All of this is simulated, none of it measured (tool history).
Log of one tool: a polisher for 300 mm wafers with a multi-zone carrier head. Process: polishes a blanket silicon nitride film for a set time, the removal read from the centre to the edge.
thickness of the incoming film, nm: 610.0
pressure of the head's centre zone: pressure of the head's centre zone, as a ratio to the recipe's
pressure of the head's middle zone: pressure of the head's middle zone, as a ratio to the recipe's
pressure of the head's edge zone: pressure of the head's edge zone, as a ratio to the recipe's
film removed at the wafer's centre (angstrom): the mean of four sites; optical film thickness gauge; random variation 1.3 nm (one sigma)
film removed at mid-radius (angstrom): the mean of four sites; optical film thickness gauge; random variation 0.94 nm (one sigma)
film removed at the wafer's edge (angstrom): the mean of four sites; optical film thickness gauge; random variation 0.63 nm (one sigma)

run,hour,flow of slurry (ml/min),pressure of the head's centre zone,pressure of the head's middle zone,pressure of the head's edge zone,polishing time (s),film removed at the wafer's centre (angstrom),film removed at mid-radius (angstrom),film removed at the wafer's edge (angstrom)
1,0,245,1,1,1,43,1333.5,1230.8,1213
2,7.5,240,0.99,0.99,0.97,40,1246.9,1148.5,1127.3
3,12.5,240,0.99,1.05,0.97,40,1233.1,1200.7,1119.5
4,13.5,240,0.99,1.05,0.97,49,1497.2,1478,1364
5,22.3,240,0.99,1.05,0.97,57,1732.7,1679.2,1573.1
6,27.3,240,1.05,1.05,0.97,57,1836.2,1693.9,1586.5
7,28.2,235,1.02,1.03,0.95,50,1594.6,1486.3,1385.7
8,31.8,200,0.92,0.97,0.95,38,1072.7,1039.2,1039.7
9,37.6,200,0.92,0.97,0.93,36,989.47,1010,962.62
10,45.5,195,0.93,0.95,0.91,35,992.47,977.42,922.18
11,49.2,190,0.92,0.92,0.89,34,950.07,921.21,903.89
12,52.5,185,0.92,0.91,0.87,33,917.79,878.62,850.2
13,60.4,180,0.92,0.91,0.86,33,916.36,877.95,845.53
14,63.1,175,0.92,0.91,0.85,33,917.3,872.69,837.92
15,65.3,170,0.92,0.91,0.84,33,887.98,876.28,830.6
16,71,170,0.92,0.91,0.83,33,876.57,873.83,841.3

Forecast run 17:
17,74.8,175,0.93,0.91,0.83,33,?,?,?

{"run 17": {"film removed at the wafer's centre (angstrom)": 914.52, "film removed at mid-radius (angstrom)": 874.45, "film removed at the wafer's edge (angstrom)": 835.22}}
